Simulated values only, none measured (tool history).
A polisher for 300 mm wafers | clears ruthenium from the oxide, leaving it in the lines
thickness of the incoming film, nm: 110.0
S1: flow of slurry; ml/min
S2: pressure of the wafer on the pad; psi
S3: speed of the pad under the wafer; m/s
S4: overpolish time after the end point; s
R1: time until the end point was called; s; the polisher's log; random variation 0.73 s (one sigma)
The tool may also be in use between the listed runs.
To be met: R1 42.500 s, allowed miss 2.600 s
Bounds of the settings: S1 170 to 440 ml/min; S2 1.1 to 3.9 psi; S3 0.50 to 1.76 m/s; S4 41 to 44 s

Run 1, day 0.000: S1 280 ml/min, S2 2.5 psi, S3 1.12 m/s, S4 41 s. Result: R1 64.630 s.
Run 2, day 0.279: S1 305 ml/min, S2 2.5 psi, S3 1.12 m/s, S4 41 s. Result: R1 64.426 s.
Run 3, day 0.388: S1 305 ml/min, S2 2.8 psi, S3 1.14 m/s, S4 41 s. Result: R1 57.257 s.
Run 4, day 0.412: S1 305 ml/min, S2 2.8 psi, S3 1.14 m/s, S4 41 s. Result: R1 57.243 s.
Run 5, day 0.638: S1 305 ml/min, S2 3.1 psi, S3 1.14 m/s, S4 41 s. Result: R1 51.217 s.
Run 6, day 0.692: S1 305 ml/min, S2 3.2 psi, S3 1.14 m/s, S4 41 s. Result: R1 49.848 s.
Run 7, day 0.725: S1 305 ml/min, S2 3.2 psi, S3 1.14 m/s, S4 41 s. Result: R1 49.350 s.
Run 8, day 0.762: S1 305 ml/min, S2 3.3 psi, S3 1.14 m/s, S4 41 s. Result: R1 47.161 s.

Which of these 5 next moves meets every target?
Run A, day 0.800: S1 285 ml/min, S2 3.8 psi, S3 1.12 m/s, S4 44 s. Result: R1 ?.
Run B, day 0.800: S1 235 ml/min, S2 2.9 psi, S3 1.42 m/s, S4 41 s. Result: R1 ?.
Run C, day 0.800: S1 335 ml/min, S2 3.1 psi, S3 1.24 m/s, S4 44 s. Result: R1 ?.
Run D, day 0.800: S1 220 ml/min, S2 3.0 psi, S3 1.26 m/s, S4 41 s. Result: R1 ?.
Run E, day 0.800: S1 330 ml/min, S2 2.9 psi, S3 1.06 m/s, S4 44 s. Result: R1 ?.

move      R1
   A  44.474
   B  49.214
   C  49.614
   D  52.596
   E  59.588
A: meets every target
B: further off than the last run
C: further off than the last run
D: further off than the last run
E: further off than the last run
The right move is A.
